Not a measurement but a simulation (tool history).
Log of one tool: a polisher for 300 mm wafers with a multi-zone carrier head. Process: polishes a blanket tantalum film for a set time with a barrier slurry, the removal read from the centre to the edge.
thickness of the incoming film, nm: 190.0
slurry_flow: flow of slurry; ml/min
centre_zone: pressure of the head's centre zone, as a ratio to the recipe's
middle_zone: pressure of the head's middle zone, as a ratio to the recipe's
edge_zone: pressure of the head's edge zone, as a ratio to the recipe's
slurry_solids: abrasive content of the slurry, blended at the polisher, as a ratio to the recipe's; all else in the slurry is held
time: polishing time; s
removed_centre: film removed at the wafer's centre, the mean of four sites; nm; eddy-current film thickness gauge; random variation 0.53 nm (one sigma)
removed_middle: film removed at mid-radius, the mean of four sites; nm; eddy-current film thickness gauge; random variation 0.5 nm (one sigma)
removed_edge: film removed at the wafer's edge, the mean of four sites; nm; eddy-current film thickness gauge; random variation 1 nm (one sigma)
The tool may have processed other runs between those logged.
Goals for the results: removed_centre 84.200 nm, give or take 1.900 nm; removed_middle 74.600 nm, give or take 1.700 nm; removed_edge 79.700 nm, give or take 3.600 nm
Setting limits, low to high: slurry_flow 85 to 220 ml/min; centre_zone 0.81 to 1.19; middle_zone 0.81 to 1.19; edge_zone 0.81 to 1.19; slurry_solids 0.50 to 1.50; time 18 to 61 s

| run | day | slurry_flow | centre_zone | middle_zone | edge_zone | slurry_solids | time | removed_centre | removed_middle | removed_edge |
|---|---|---|---|---|---|---|---|---|---|---|
| 1 | 0.000 | 140 | 1.00 | 1.00 | 1.00 | 1.00 | 39 | 79.056 | 73.618 | 72.497 |
| 2 | 0.371 | 145 | 1.00 | 0.99 | 1.02 | 1.00 | 39 | 79.107 | 72.070 | 73.247 |
| 3 | 0.667 | 145 | 1.00 | 0.99 | 1.06 | 1.00 | 39 | 79.920 | 73.626 | 75.982 |
| 4 | 0.946 | 145 | 1.00 | 0.99 | 0.99 | 1.00 | 39 | 78.427 | 72.600 | 73.414 |
| 5 | 0.996 | 145 | 0.93 | 0.99 | 0.99 | 1.00 | 39 | 73.415 | 72.491 | 74.027 |
|  | 1.346 | centre zone pressure recalibrated |
| 6 | 1.346 | 145 | 0.93 | 0.99 | 0.99 | 0.80 | 39 | 66.061 | 70.608 | 70.439 |
| 7 | 1.608 | 155 | 0.95 | 0.98 | 1.01 | 0.80 | 39 | 67.787 | 70.252 | 70.246 |
| 8 | 1.671 | 185 | 1.05 | 0.93 | 1.11 | 1.05 | 39 | 81.539 | 73.091 | 79.877 |

4 candidate next runs follow, results not yet known. Just one meets every target within its allowed miss. Identify it.
| A | 1.733 | 165 | 1.11 | 0.95 | 1.09 | 1.10 | 38 | ? | ? | ? |
| B | 1.733 | 215 | 1.00 | 0.96 | 1.13 | 1.30 | 37 | ? | ? | ? |
| C | 1.733 | 175 | 1.09 | 0.97 | 1.12 | 1.00 | 39 | ? | ? | ? |
| D | 1.733 | 190 | 0.98 | 0.95 | 1.15 | 1.00 | 40 | ? | ? | ? |

| move | removed_centre | removed_middle | removed_edge |
|---|---|---|---|
| A | 82.815 | 72.130 | 78.565 |
| B | 78.283 | 76.092 | 82.663 |
| C | 82.850 | 74.698 | 80.759 |
| D | 77.418 | 76.289 | 84.706 |
A: puts the biggest miss on target and leaves a different result outside tolerance
B: moves away from the targets compared with the last run
C: meets every target
D: moves away from the targets compared with the last run
So the answer is move C, the one that meets all the targets.
